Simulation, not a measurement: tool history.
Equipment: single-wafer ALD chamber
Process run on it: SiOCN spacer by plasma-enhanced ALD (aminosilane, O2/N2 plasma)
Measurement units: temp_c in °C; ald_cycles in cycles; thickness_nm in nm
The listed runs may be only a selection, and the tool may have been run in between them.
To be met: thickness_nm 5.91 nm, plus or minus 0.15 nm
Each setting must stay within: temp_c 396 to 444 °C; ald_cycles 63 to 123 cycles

Run 1, day 0: temp_c 420 °C, ald_cycles 93 cycles. Result: thickness_nm 5.1214 nm.
Run 2, day 0.367: temp_c 431 °C, ald_cycles 93 cycles. Result: thickness_nm 4.9913 nm.
Run 3, day 0.642: temp_c 429 °C, ald_cycles 98 cycles. Result: thickness_nm 5.27 nm.
Run 4, day 0.846: temp_c 421 °C, ald_cycles 98 cycles. Result: thickness_nm 5.365 nm.
At day 1.108: thermocouple changed; heater temperature recalibrated.
Run 5, day 1.108: temp_c 421 °C, ald_cycles 92 cycles. Result: thickness_nm 5.047 nm.
Run 6, day 1.167: temp_c 413 °C, ald_cycles 92 cycles. Result: thickness_nm 5.1647 nm.
Run 7, day 1.25: temp_c 412 °C, ald_cycles 96 cycles. Result: thickness_nm 5.3913 nm.
Run 8, day 1.6: temp_c 411 °C, ald_cycles 99 cycles. Result: thickness_nm 5.5783 nm.
Run 9, day 1.821: temp_c 410 °C, ald_cycles 101 cycles. Result: thickness_nm 5.7208 nm.

Which of these 4 next moves meets every target?
Run A, day 2.042: temp_c 412 °C, ald_cycles 105 cycles. Result: thickness_nm ?.
Run B, day 2.042: temp_c 422 °C, ald_cycles 100 cycles. Result: thickness_nm ?.
Run C, day 2.042: temp_c 414 °C, ald_cycles 99 cycles. Result: thickness_nm ?.
Run D, day 2.042: temp_c 406 °C, ald_cycles 109 cycles. Result: thickness_nm ?.

move  thickness_nm
   A        5.9088
   B        5.4729
   C        5.5406
   D         6.235
A: meets every target
B: its largest miss is bigger than the last run's
C: its largest miss is bigger than the last run's
D: takes the biggest miss from the last run beyond its target
Answer: A

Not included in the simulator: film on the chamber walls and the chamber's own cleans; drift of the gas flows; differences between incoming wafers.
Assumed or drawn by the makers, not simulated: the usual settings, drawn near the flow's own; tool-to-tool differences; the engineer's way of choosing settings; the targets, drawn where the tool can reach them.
